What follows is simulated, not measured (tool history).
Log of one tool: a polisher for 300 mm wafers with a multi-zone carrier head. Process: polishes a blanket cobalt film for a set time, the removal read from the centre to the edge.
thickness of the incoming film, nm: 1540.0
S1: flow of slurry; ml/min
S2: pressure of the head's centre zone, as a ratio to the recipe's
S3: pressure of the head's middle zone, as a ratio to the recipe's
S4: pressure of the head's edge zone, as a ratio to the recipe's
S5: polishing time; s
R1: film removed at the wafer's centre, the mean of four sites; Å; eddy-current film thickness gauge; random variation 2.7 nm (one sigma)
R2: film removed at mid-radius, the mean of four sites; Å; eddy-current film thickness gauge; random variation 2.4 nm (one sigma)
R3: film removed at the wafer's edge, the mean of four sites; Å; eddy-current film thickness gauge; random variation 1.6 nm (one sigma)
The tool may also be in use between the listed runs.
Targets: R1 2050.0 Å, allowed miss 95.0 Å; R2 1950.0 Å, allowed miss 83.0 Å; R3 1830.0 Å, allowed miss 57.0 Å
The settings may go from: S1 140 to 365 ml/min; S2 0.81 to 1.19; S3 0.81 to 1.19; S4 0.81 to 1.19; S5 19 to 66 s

run 1 hour=0.0 | S1=235 S2=1.00 S3=1.00 S4=1.00 S5=42 | R1=1352.6 R2=1367.9 R3=1354.2
run 2 hour=5.3 | S1=240 S2=1.03 S3=1.02 S4=1.02 S5=44 | R1=1463.5 R2=1404.5 R3=1434.3
run 3 hour=11.9 | S1=245 S2=1.04 S3=1.05 S4=1.01 S5=46 | R1=1511.6 R2=1515.9 R3=1514.5
run 4 hour=16.6 | S1=245 S2=1.04 S3=1.05 S4=1.01 S5=54 | R1=1794.0 R2=1794.8 R3=1762.8
run 5 hour=21.3 | S1=245 S2=1.04 S3=1.05 S4=0.93 S5=54 | R1=1784.3 R2=1788.6 R3=1669.2
run 6 hour=27.7 | S1=245 S2=1.04 S3=1.10 S4=0.93 S5=54 | R1=1765.0 R2=1875.8 R3=1664.7
run 7 hour=30.2 | S1=250 S2=1.06 S3=1.10 S4=0.94 S5=54 | R1=1819.9 R2=1877.0 R3=1706.5
run 8 hour=33.0 | S1=260 S2=1.08 S3=1.10 S4=0.94 S5=54 | R1=1865.9 R2=1925.5 R3=1683.2
run 9 hour=36.4 | S1=260 S2=1.09 S3=1.09 S4=0.96 S5=54 | R1=1862.8 R2=1853.8 R3=1750.0
run 10 hour=38.5 | S1=265 S2=1.11 S3=1.10 S4=0.95 S5=54 | R1=1934.5 R2=1854.1 R3=1709.1
run 11 hour=46.9 | S1=270 S2=1.12 S3=1.11 S4=0.96 S5=54 | R1=1981.1 R2=1878.3 R3=1726.4
run 12 hour=52.9 | S1=275 S2=1.12 S3=1.11 S4=0.97 S5=54 | R1=1933.7 R2=1876.4 R3=1732.8
run 13 hour=60.6 | S1=275 S2=1.12 S3=1.11 S4=0.97 S5=54 | R1=1936.3 R2=1874.2 R3=1748.4
-- hour=69.6 edge zone pressure recalibrated
run 14 hour=69.6 | S1=275 S2=1.13 S3=1.12 S4=0.97 S5=54 | R1=1932.4 R2=1891.1 R3=1638.3
run 15 hour=77.6 | S1=305 S2=1.12 S3=1.08 S4=1.02 S5=56 | R1=2025.5 R2=1948.7 R3=1759.5

Which of these 4 next moves meets every target?
run A hour=85.6 | S1=355 S2=1.02 S3=1.09 S4=1.02 S5=61 | R1=? R2=? R3=?
run B hour=85.6 | S1=265 S2=1.13 S3=1.06 S4=1.06 S5=57 | R1=? R2=? R3=?
run C hour=85.6 | S1=200 S2=0.91 S3=1.11 S4=1.11 S5=62 | R1=? R2=? R3=?
run D hour=85.6 | S1=335 S2=1.14 S3=1.09 S4=1.00 S5=54 | R1=? R2=? R3=?

move=A R1=2109.3 R2=2162.7 R3=1932.7
move=B R1=2130.4 R2=1927.7 R3=1805.8
move=C R1=1812.7 R2=2129.6 R3=1966.6
move=D R1=2078.8 R2=1905.3 R3=1691.0
A: takes the result that was furthest off past its target
B: meets every target
C: takes the result that was furthest off past its target
D: further off than the last run
The right move is B.
